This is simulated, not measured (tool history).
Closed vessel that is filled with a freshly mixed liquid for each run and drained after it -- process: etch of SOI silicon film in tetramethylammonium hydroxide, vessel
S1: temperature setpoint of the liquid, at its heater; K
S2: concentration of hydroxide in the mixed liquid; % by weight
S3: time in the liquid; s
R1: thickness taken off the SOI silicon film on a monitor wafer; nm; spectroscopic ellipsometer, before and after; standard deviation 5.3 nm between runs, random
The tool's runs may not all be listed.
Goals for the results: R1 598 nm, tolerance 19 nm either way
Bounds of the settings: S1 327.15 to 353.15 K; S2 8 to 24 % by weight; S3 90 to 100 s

run 1 hour=0 | S1=340.15 S2=16 S3=90 | R1=449.04
run 2 hour=8 | S1=337.15 S2=16 S3=90 | R1=381.22
run 3 hour=9.7 | S1=338.65 S2=16 S3=90 | R1=409.58
run 4 hour=11.7 | S1=339.65 S2=16 S3=90 | R1=435.52
run 5 hour=19.4 | S1=334.15 S2=16 S3=90 | R1=313.18
run 6 hour=24.6 | S1=336.15 S2=16 S3=90 | R1=351.76
run 7 hour=26.6 | S1=337.65 S2=16 S3=90 | R1=390.47
run 8 hour=29.5 | S1=337.65 S2=16 S3=90 | R1=384.98
run 9 hour=32.3 | S1=339.15 S2=16 S3=90 | R1=424.32
run 10 hour=34.2 | S1=340.15 S2=16 S3=90 | R1=455.93
run 11 hour=40.4 | S1=341.15 S2=16 S3=90 | R1=472.78
run 12 hour=46 | S1=342.15 S2=16 S3=90 | R1=499.22
run 13 hour=52.4 | S1=342.65 S2=16 S3=90 | R1=516.93
run 14 hour=60 | S1=343.15 S2=16 S3=90 | R1=531.94
run 15 hour=67.6 | S1=343.65 S2=16 S3=90 | R1=551.26

4 next moves are on the table. One of them brings every result within its allowed miss. Which?
run A hour=75.2 | S1=348.15 S2=19.5 S3=90 | R1=?
run B hour=75.2 | S1=343.15 S2=17.5 S3=95 | R1=?
run C hour=75.2 | S1=343.15 S2=16 S3=100 | R1=?
run D hour=75.2 | S1=340.65 S2=13.5 S3=90 | R1=?

move=A R1=662.81
move=B R1=548.25
move=C R1=596.36
move=D R1=499.64
A: moves the result that the last run missed by most past its target, out the other side
B: the biggest miss grows against the last run
C: each result inside its tolerance
D: the biggest miss grows against the last run
Go with C: it meets all targets.
